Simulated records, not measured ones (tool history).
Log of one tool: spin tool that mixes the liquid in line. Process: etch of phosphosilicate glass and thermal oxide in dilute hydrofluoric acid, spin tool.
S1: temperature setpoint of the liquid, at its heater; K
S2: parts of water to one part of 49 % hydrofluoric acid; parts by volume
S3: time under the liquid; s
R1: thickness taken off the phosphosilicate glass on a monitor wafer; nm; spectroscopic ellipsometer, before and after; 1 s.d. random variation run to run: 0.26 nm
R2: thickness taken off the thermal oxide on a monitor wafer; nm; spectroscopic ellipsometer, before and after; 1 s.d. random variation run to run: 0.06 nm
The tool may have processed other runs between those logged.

| run | hour | S1 | S2 | S3 | R1 | R2 |
|---|---|---|---|---|---|---|
| 1 | 0 | 299.15 | 170 | 30 | 15.407 | 0.75455 |
| 2 | 6.2 | 300.65 | 160 | 30 | 17.498 | 0.84676 |
| 3 | 11.4 | 300.65 | 160 | 35 | 20.623 | 0.98309 |
| 4 | 11.9 | 301.65 | 160 | 35 | 21.477 | 1.0112 |
| 5 | 19 | 301.65 | 160 | 25 | 15.005 | 0.79897 |
| 6 | 27.4 | 301.65 | 145 | 25 | 17.174 | 0.8032 |
| 7 | 34.1 | 302.65 | 140 | 25 | 18.569 | 0.96151 |
| 8 | 40.3 | 303.15 | 135 | 25 | 19.924 | 0.96 |
| 9 | 41.1 | 303.65 | 130 | 25 | 21.024 | 1.0213 |
| 10 | 42.4 | 304.15 | 125 | 25 | 22.414 | 1.0783 |
| 11 | 51 | 304.65 | 125 | 25 | 22.857 | 1.1425 |
| 12 | 54.9 | 305.15 | 125 | 25 | 23.181 | 1.1193 |

What does the tool deliver on the next run?
| 13 | 60.9 | 305.65 | 125 | 25 | ? | ? |

R1: 23.957 nm
R2: 1.1747 nm
